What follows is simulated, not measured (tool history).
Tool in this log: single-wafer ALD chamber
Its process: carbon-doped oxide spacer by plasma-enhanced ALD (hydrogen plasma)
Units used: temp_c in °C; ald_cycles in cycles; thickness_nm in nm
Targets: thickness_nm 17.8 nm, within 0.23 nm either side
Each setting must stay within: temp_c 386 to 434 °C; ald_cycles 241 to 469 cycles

{"run": 1, "day": 0.0, "temp_c": 410, "ald_cycles": 355, "thickness_nm": 19.24}
{"run": 2, "day": 0.25, "temp_c": 415, "ald_cycles": 352, "thickness_nm": 18.865}
{"run": 3, "day": 0.567, "temp_c": 419, "ald_cycles": 349, "thickness_nm": 18.447}
{"run": 4, "day": 0.825, "temp_c": 419, "ald_cycles": 372, "thickness_nm": 19.693}
{"run": 5, "day": 1.038, "temp_c": 419, "ald_cycles": 410, "thickness_nm": 21.715}
{"run": 6, "day": 1.238, "temp_c": 427, "ald_cycles": 410, "thickness_nm": 21.039}
{"run": 7, "day": 1.558, "temp_c": 429, "ald_cycles": 393, "thickness_nm": 20.028}
{"run": 8, "day": 1.754, "temp_c": 430, "ald_cycles": 381, "thickness_nm": 19.378}
{"run": 9, "day": 1.967, "temp_c": 434, "ald_cycles": 347, "thickness_nm": 17.34}

Consider the 5 candidate settings below. Which is the only one whose results all fall within their allowed miss of target?
{"run": "A", "day": 2.179, "temp_c": 431, "ald_cycles": 328, "thickness_nm": "?"}
{"run": "B", "day": 2.179, "temp_c": 426, "ald_cycles": 359, "thickness_nm": "?"}
{"run": "C", "day": 2.179, "temp_c": 433, "ald_cycles": 349, "thickness_nm": "?"}
{"run": "D", "day": 2.179, "temp_c": 434, "ald_cycles": 358, "thickness_nm": "?"}
{"run": "E", "day": 2.179, "temp_c": 430, "ald_cycles": 344, "thickness_nm": "?"}

move=A thickness_nm=16.539
move=B thickness_nm=18.447
move=C thickness_nm=17.464
move=D thickness_nm=17.845
move=E thickness_nm=17.412
A: misses by more than the last run did
B: takes the biggest miss from the last run beyond its target
C: better than the last run, though not everything is in spec
D: in spec on every target
E: better than the last run, though not everything is in spec
So the answer is move D, the one that meets all the targets.
